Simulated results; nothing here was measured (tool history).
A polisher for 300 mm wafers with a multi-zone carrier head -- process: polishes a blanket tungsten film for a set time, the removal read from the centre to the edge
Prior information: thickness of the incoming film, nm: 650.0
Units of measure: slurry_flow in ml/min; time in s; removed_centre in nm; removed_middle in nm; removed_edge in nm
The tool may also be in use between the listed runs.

run 1 hour=0.0 | slurry_flow=210 centre_zone=1.00 middle_zone=1.00 edge_zone=1.00 slurry_solids=1.00 time=37 | removed_centre=172.19 removed_middle=171.76 removed_edge=174.23
run 2 hour=7.5 | slurry_flow=210 centre_zone=1.00 middle_zone=1.00 edge_zone=1.00 slurry_solids=1.00 time=28 | removed_centre=129.65 removed_middle=130.49 removed_edge=130.77
run 3 hour=10.7 | slurry_flow=210 centre_zone=1.00 middle_zone=1.00 edge_zone=1.00 slurry_solids=1.00 time=36 | removed_centre=166.90 removed_middle=165.51 removed_edge=171.29
run 4 hour=13.2 | slurry_flow=220 centre_zone=1.01 middle_zone=1.03 edge_zone=1.01 slurry_solids=1.05 time=36 | removed_centre=172.21 removed_middle=172.76 removed_edge=172.11
run 5 hour=18.7 | slurry_flow=195 centre_zone=1.01 middle_zone=1.03 edge_zone=1.01 slurry_solids=1.05 time=36 | removed_centre=168.37 removed_middle=169.93 removed_edge=168.90
run 6 hour=23.4 | slurry_flow=170 centre_zone=1.01 middle_zone=1.03 edge_zone=1.01 slurry_solids=1.05 time=36 | removed_centre=165.27 removed_middle=170.85 removed_edge=168.34
run 7 hour=25.6 | slurry_flow=170 centre_zone=1.01 middle_zone=1.05 edge_zone=1.02 slurry_solids=1.10 time=37 | removed_centre=171.38 removed_middle=177.20 removed_edge=176.05
run 8 hour=33.0 | slurry_flow=175 centre_zone=1.01 middle_zone=1.07 edge_zone=1.02 slurry_solids=1.15 time=38 | removed_centre=177.01 removed_middle=185.90 removed_edge=179.85
run 9 hour=38.2 | slurry_flow=175 centre_zone=1.01 middle_zone=1.08 edge_zone=1.03 slurry_solids=1.20 time=39 | removed_centre=182.54 removed_middle=196.33 removed_edge=186.80
run 10 hour=38.9 | slurry_flow=180 centre_zone=1.02 middle_zone=1.09 edge_zone=1.05 slurry_solids=1.25 time=39 | removed_centre=189.05 removed_middle=193.19 removed_edge=193.42
run 11 hour=40.0 | slurry_flow=185 centre_zone=1.02 middle_zone=1.10 edge_zone=1.05 slurry_solids=1.30 time=40 | removed_centre=194.41 removed_middle=205.10 removed_edge=194.46
run 12 hour=41.3 | slurry_flow=190 centre_zone=1.02 middle_zone=1.11 edge_zone=1.06 slurry_solids=1.30 time=41 | removed_centre=197.82 removed_middle=213.74 removed_edge=206.49
run 13 hour=46.7 | slurry_flow=195 centre_zone=1.03 middle_zone=1.12 edge_zone=1.06 slurry_solids=1.35 time=41 | removed_centre=206.84 removed_middle=219.37 removed_edge=207.04
run 14 hour=49.5 | slurry_flow=205 centre_zone=1.03 middle_zone=1.13 edge_zone=1.07 slurry_solids=1.35 time=41 | removed_centre=206.88 removed_middle=225.84 removed_edge=209.62
run 15 hour=50.2 | slurry_flow=265 centre_zone=1.07 middle_zone=1.15 edge_zone=1.12 slurry_solids=1.40 time=41 | removed_centre=224.55 removed_middle=237.10 removed_edge=216.51

Expected results for the next run?
run 16 hour=51.9 | slurry_flow=270 centre_zone=1.06 middle_zone=1.16 edge_zone=1.14 slurry_solids=1.45 time=41 | removed_centre=? removed_middle=? removed_edge=?

{"run 16": {"removed_centre": 222.84, "removed_middle": 240.7, "removed_edge": 229.6}}

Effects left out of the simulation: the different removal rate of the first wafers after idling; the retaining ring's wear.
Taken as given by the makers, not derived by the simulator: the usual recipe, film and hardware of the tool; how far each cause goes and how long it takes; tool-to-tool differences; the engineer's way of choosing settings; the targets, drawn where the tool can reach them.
